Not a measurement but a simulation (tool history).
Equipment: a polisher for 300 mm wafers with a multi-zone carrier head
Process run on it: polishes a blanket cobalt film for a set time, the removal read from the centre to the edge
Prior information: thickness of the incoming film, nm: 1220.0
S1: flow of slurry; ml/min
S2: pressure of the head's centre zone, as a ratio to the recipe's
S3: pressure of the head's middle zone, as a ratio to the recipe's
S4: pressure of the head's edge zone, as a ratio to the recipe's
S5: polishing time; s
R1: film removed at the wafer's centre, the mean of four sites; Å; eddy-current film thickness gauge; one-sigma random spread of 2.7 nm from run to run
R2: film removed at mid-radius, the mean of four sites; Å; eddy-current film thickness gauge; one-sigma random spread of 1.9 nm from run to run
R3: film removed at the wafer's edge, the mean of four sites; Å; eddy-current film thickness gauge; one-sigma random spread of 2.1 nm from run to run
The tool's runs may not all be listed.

run	hour	S1	S2	S3	S4	S5	R1	R2	R3
1	0	200	1	1	1	62	3549.2	3548.6	3533.3
2	1.2	185	1	0.99	0.95	51	2840.6	2790.9	2879
3	9.7	185	1	0.99	0.95	57	3227.3	3073.9	3135.1
4	11	185	1.01	1.01	0.91	48	2722.8	2644	2569.1
5	15.1	185	1	1.01	0.89	43	2419.9	2367.7	2286.5
6	21	185	1	1.01	0.89	49	2787.7	2733.2	2640.9
7	27.6	190	1	1.01	0.89	43	2501	2406.9	2322.2
8	29.9	190	0.98	1.01	0.88	39	2175.2	2188.8	2080.6
9	33.8	195	0.97	0.99	0.86	38	2115.1	2113.9	2022.8
10	36.6	200	0.97	0.98	0.85	37	2041.6	2015.8	1982.3

Predict the results of run 11:
11	37.2	200	0.97	0.98	0.84	36	?	?	?

R1: 2049.8 Å
R2: 1975.1 Å
R3: 1909.4 Å
